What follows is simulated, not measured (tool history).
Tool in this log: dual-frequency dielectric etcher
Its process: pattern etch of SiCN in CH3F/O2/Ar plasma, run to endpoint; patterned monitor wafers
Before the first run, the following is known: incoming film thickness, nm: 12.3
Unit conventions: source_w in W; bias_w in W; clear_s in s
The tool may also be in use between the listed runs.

| run | hour | source_w | bias_w | clear_s |
|---|---|---|---|---|
| 1 | 0.0 | 310 | 69 | 35.842 |
| 2 | 3.6 | 280 | 69 | 36.937 |
| 3 | 6.9 | 330 | 69 | 34.412 |
| 4 | 15.6 | 380 | 69 | 33.066 |
| 5 | 18.6 | 380 | 76 | 31.800 |
| 6 | 22.9 | 380 | 87 | 29.404 |
| 7 | 24.7 | 330 | 79 | 32.446 |

The next listed run, before its measurement:
| 8 | 30.2 | 300 | 73 | ? |

{"run 8": {"clear_s": 35.132}}
